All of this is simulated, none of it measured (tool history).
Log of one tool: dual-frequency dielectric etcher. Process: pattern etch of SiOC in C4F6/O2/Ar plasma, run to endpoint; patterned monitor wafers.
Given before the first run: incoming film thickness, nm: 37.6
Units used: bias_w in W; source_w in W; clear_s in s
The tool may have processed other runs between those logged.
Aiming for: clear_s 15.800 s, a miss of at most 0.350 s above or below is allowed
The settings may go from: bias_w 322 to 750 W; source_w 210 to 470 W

| run | day | bias_w | source_w | clear_s |
|---|---|---|---|---|
| 1 | 0.000 | 536 | 340 | 14.260 |
| 2 | 0.212 | 467 | 340 | 14.906 |
| 3 | 0.425 | 556 | 340 | 14.105 |
| 4 | 0.692 | 556 | 290 | 14.840 |
| 5 | 0.938 | 556 | 340 | 13.930 |
| 6 | 1.088 | 523 | 340 | 14.381 |
| 7 | 1.212 | 497 | 340 | 14.716 |
| 8 | 1.392 | 478 | 340 | 14.867 |
| 9 | 1.646 | 461 | 340 | 14.981 |
| 10 | 1.812 | 446 | 340 | 15.229 |
| 11 | 2.079 | 436 | 340 | 15.375 |
| 12 | 2.442 | 429 | 340 | 15.372 |

Consider the 4 candidate settings below. Which is the only one whose results all fall within their allowed miss of target?
| A | 2.804 | 378 | 310 | ? |
| B | 2.804 | 465 | 300 | ? |
| C | 2.804 | 379 | 320 | ? |
| D | 2.804 | 382 | 430 | ? |

| move | clear_s |
|---|---|
| A | 16.700 |
| B | 15.811 |
| C | 16.462 |
| D | 14.513 |
A: takes the biggest miss from the last run beyond its target
B: all results in spec
C: takes the biggest miss from the last run beyond its target
D: further off than the last run
So the answer is move B, the one that meets all the targets.
